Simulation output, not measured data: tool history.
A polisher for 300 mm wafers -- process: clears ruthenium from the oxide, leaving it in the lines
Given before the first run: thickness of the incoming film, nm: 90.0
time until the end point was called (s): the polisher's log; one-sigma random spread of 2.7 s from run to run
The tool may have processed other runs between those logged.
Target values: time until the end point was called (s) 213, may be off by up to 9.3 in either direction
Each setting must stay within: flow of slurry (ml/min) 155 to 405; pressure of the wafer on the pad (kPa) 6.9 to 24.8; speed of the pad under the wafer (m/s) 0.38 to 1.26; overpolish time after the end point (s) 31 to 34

run,hour,flow of slurry (ml/min),pressure of the wafer on the pad (kPa),speed of the pad under the wafer (m/s),overpolish time after the end point (s),time until the end point was called (s)
1,0,260,15.9,0.82,31,88.104
2,8.2,255,13.1,0.74,31,118.78
3,10.2,255,16.5,0.74,31,95.544
4,17.1,255,19.3,0.74,31,81.555
5,21.2,200,19.3,0.74,31,83.031
6,27.2,200,19.3,0.74,31,83.671
7,35.2,200,15.2,0.68,31,112.78
8,38.6,200,12.4,0.64,31,148.41
9,41.2,200,11,0.64,31,164.96
10,42.1,200,9.7,0.64,31,189.55
11,50.4,195,9,0.64,31,198.15
12,53.9,195,9,0.64,31,200.78

Which of these 5 next moves meets every target?
A,57.4,245,11,0.48,34,?
B,57.4,215,9,0.66,34,?
C,57.4,170,8.3,0.74,34,?
D,57.4,250,8.3,0.72,31,?
E,57.4,165,11,0.56,34,?

move,time until the end point was called (s)
A,213.23
B,193.85
C,191.53
D,189.74
E,191.06
A: every result lands within tolerance
B: its largest miss is bigger than the last run's
C: its largest miss is bigger than the last run's
D: its largest miss is bigger than the last run's
E: its largest miss is bigger than the last run's
A meets every target.
